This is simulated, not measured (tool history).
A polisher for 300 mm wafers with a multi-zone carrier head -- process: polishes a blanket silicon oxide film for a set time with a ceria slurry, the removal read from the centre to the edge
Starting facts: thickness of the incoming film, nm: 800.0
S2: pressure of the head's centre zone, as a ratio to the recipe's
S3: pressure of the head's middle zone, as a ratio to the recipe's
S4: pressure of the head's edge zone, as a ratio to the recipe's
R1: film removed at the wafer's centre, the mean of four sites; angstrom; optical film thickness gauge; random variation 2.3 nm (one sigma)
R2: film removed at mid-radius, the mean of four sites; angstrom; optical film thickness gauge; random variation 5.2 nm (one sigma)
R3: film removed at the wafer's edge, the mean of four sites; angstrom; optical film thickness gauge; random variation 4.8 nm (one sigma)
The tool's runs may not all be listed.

run 1 hour=0 | flow_of_slurry_(ml/min)=120 S2=1 S3=1 S4=1 polishing_time_(s)=61 | R1=2463.2 R2=2393.5 R3=2513.7
run 2 hour=6.1 | flow_of_slurry_(ml/min)=130 S2=0.97 S3=1.06 S4=1.03 polishing_time_(s)=64 | R1=2516.6 R2=2711.4 R3=2700.2
run 3 hour=12.1 | flow_of_slurry_(ml/min)=140 S2=0.97 S3=1.1 S4=1.06 polishing_time_(s)=66 | R1=2640.6 R2=2900 R3=2798.2
run 4 hour=18.9 | flow_of_slurry_(ml/min)=145 S2=0.95 S3=1.12 S4=1.07 polishing_time_(s)=69 | R1=2748.1 R2=3082.3 R3=2944.1
run 5 hour=22.9 | flow_of_slurry_(ml/min)=150 S2=0.93 S3=1.14 S4=1.08 polishing_time_(s)=71 | R1=2798.1 R2=3252.4 R3=3055
run 6 hour=23.7 | flow_of_slurry_(ml/min)=155 S2=0.92 S3=1.15 S4=1.09 polishing_time_(s)=72 | R1=2778.8 R2=3319.6 R3=3140.4
run 7 hour=32.4 | flow_of_slurry_(ml/min)=160 S2=0.92 S3=1.16 S4=1.09 polishing_time_(s)=73 | R1=2885.6 R2=3382.4 R3=3191.4
run 8 hour=35.1 | flow_of_slurry_(ml/min)=155 S2=0.91 S3=1.17 S4=1.09 polishing_time_(s)=74 | R1=2823 R2=3498.6 R3=3297.9

Predict the results of run 9:
run 9 hour=38.9 | flow_of_slurry_(ml/min)=160 S2=0.91 S3=1.18 S4=1.08 polishing_time_(s)=74 | R1=? R2=? R3=?

Run 9 yielded R1 2829.6 angstrom, R2 3533.8 angstrom, R3 3278.3 angstrom.
